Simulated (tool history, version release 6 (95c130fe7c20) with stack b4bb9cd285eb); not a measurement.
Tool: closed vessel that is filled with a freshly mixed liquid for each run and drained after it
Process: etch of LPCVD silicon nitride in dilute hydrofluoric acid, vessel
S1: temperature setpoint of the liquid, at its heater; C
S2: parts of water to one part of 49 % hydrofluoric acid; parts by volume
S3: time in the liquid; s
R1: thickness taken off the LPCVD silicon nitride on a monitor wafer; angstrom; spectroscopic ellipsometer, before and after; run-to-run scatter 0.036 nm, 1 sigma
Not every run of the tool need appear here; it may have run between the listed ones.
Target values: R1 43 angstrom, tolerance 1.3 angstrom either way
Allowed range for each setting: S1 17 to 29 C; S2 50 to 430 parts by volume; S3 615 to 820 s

Run 1, hour 0: S1 21 C, S2 240 parts by volume, S3 820 s. Result: R1 16.841 angstrom.
Run 2, hour 8.4: S1 21 C, S2 240 parts by volume, S3 615 s. Result: R1 12.756 angstrom.
Run 3, hour 12.5: S1 19 C, S2 240 parts by volume, S3 615 s. Result: R1 11.113 angstrom.
Run 4, hour 14.9: S1 20.5 C, S2 225 parts by volume, S3 615 s. Result: R1 13.103 angstrom.
Run 5, hour 24: S1 20.5 C, S2 225 parts by volume, S3 820 s. Result: R1 17.655 angstrom.
Run 6, hour 27.7: S1 21.5 C, S2 220 parts by volume, S3 820 s. Result: R1 19.111 angstrom.
Run 7, hour 37.3: S1 22.5 C, S2 215 parts by volume, S3 820 s. Result: R1 20.734 angstrom.
Run 8, hour 41.3: S1 23.5 C, S2 210 parts by volume, S3 820 s. Result: R1 22.796 angstrom.
Run 9, hour 44.5: S1 27.5 C, S2 135 parts by volume, S3 820 s. Result: R1 44.789 angstrom.

Next run, 4 choices. One meets every target within its allowed miss, the rest don't. Which?
Run A, hour 47.7: S1 27 C, S2 105 parts by volume, S3 630 s. Result: R1 ?.
Run B, hour 47.7: S1 27.5 C, S2 125 parts by volume, S3 790 s. Result: R1 ?.
Run C, hour 47.7: S1 28.5 C, S2 140 parts by volume, S3 810 s. Result: R1 ?.
Run D, hour 47.7: S1 28 C, S2 135 parts by volume, S3 820 s. Result: R1 ?.

move      R1
   A  43.034
   B  46.725
   C  45.439
   D  46.283
A: each result inside its tolerance
B: moves away from the targets compared with the last run
C: moves away from the targets compared with the last run
D: moves away from the targets compared with the last run
Answer: A

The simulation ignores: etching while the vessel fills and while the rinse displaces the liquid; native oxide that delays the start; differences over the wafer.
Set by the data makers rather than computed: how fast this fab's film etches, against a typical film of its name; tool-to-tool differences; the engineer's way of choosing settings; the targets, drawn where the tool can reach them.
